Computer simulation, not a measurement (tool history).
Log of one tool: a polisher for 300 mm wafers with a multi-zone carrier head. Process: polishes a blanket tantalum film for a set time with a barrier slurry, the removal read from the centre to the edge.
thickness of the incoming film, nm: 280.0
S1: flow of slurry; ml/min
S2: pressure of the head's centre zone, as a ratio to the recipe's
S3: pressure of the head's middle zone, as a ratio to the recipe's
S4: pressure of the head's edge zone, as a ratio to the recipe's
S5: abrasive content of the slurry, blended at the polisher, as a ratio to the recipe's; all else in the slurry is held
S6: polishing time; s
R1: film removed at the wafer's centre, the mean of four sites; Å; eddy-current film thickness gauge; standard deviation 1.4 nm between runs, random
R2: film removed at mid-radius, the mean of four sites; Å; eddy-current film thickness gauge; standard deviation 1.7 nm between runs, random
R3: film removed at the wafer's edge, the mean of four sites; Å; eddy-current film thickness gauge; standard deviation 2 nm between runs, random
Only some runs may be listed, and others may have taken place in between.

Run 1, hour 0: S1 265 ml/min, S2 1, S3 1, S4 1, S5 1, S6 51 s. Result: R1 1111.1 Å, R2 1017.5 Å, R3 1023.2 Å.
Run 2, hour 3: S1 265 ml/min, S2 1, S3 1, S4 1, S5 1.1, S6 51 s. Result: R1 1164.7 Å, R2 1046.4 Å, R3 1041.2 Å.
Run 3, hour 4.9: S1 265 ml/min, S2 1, S3 1, S4 1, S5 1, S6 51 s. Result: R1 1111.9 Å, R2 1000.6 Å, R3 1038.8 Å.
Run 4, hour 7.9: S1 260 ml/min, S2 0.99, S3 0.99, S4 1.02, S5 1.05, S6 53 s. Result: R1 1164.6 Å, R2 1063.4 Å, R3 1071.5 Å.
Run 5, hour 12.4: S1 260 ml/min, S2 0.99, S3 0.99, S4 1.02, S5 1.05, S6 60 s. Result: R1 1320.4 Å, R2 1200.5 Å, R3 1221.7 Å.
Run 6, hour 21.3: S1 260 ml/min, S2 0.93, S3 0.99, S4 1.02, S5 1.05, S6 60 s. Result: R1 1249.6 Å, R2 1177.4 Å, R3 1210.1 Å.
Run 7, hour 27: S1 260 ml/min, S2 0.93, S3 0.99, S4 1.04, S5 1.1, S6 61 s. Result: R1 1288.1 Å, R2 1213.7 Å, R3 1309.9 Å.
Run 8, hour 28.1: S1 265 ml/min, S2 0.94, S3 1, S4 1.05, S5 1.1, S6 61 s. Result: R1 1301.7 Å, R2 1239.5 Å, R3 1290.5 Å.

Run 9 is up next; what results do you expect?
Run 9, hour 29.8: S1 255 ml/min, S2 0.96, S3 0.99, S4 1.09, S5 1.35, S6 65 s. Result: R1 ?, R2 ?, R3 ?.

{"run 9": {"R1": 1482.4, "R2": 1354.3, "R3": 1472.9}}
